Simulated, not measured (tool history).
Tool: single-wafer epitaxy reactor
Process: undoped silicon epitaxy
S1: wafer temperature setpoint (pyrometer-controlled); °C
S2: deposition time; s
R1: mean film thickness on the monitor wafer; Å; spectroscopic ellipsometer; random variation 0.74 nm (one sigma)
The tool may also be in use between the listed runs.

run 1 hour=0 | S1=665 S2=532 | R1=1304.8
run 2 hour=1.8 | S1=654 S2=532 | R1=1010.3
run 3 hour=6.4 | S1=654 S2=475 | R1=895.16
run 4 hour=13.3 | S1=664 S2=484 | R1=1159.3
run 5 hour=16.6 | S1=671 S2=487 | R1=1386.4
run 6 hour=24.5 | S1=676 S2=489 | R1=1555
run 7 hour=27.1 | S1=680 S2=490 | R1=1705.3
run 8 hour=35.3 | S1=682 S2=491 | R1=1801.2
run 9 hour=40.3 | S1=684 S2=492 | R1=1882.6
run 10 hour=43.7 | S1=685 S2=492 | R1=1935.4

The next listed run, before its measurement:
run 11 hour=49.5 | S1=686 S2=492 | R1=?

For run 11 the tool returned R1 1969.9 Å.
